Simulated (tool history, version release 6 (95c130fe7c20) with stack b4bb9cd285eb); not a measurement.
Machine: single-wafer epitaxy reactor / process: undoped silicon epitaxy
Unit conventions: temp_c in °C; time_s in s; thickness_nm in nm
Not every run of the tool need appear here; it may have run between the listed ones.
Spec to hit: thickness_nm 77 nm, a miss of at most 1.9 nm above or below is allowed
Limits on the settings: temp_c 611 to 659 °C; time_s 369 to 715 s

run    day  temp_c  time_s  thickness_nm
  1      0     635     542        61.341
  2  0.067     637     543         64.08
  3  0.371     631     543        56.101
  4  0.458     621     543        44.211
  5  0.567     626     544        49.894
  6  0.825     617     544        40.279
  7  0.875     622     546        45.391
  8  1.179     626     547        49.542
  9  1.533     630     548        55.236
 10  1.875     633     549        59.562

4 candidate next runs follow, results not yet known. Just one meets every target within its allowed miss. Identify it.
  A  2.217     639     584             ?
  B  2.217     647     570             ?
  C  2.217     638     600             ?
  D  2.217     645     538             ?

move  thickness_nm
   A        72.776
   B        85.241
   C        73.068
   D        76.894
A: an improvement on the last run, though not all results are within tolerance
B: takes the biggest miss from the last run beyond its target
C: an improvement on the last run, though not all results are within tolerance
D: hits every target within its allowed miss
D is the move that brings every result within its allowed miss.
